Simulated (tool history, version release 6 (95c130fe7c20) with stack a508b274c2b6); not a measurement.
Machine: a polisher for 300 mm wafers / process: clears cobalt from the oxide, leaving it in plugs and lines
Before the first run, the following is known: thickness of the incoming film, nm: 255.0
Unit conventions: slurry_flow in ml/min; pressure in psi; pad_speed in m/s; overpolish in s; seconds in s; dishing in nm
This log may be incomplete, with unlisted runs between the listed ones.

run,day,slurry_flow,pressure,pad_speed,overpolish,seconds,dishing
1,0,185,1.5,0.78,22,97.636,37.198
2,0.058,185,1.5,0.64,22,116.23,32.904
3,0.288,185,1.5,0.64,25,116.7,36.144
4,0.35,185,1.5,0.64,24,117.04,35.523
5,0.6,185,1.7,0.64,24,102.77,38.203
6,0.846,185,1.7,0.64,23,100.23,36.866
7,1.004,185,1.7,0.64,22,100.59,36.678
8,1.288,185,1.7,0.64,21,101.78,35.079
9,1.471,190,1.8,0.64,12,96.788,24.354

Run 10, settings as shown, results not yet in. Your forecast:
10,1.821,190,1.8,0.64,14,?,?

{"run 10": {"seconds": 95.365, "dishing": 27.639}}
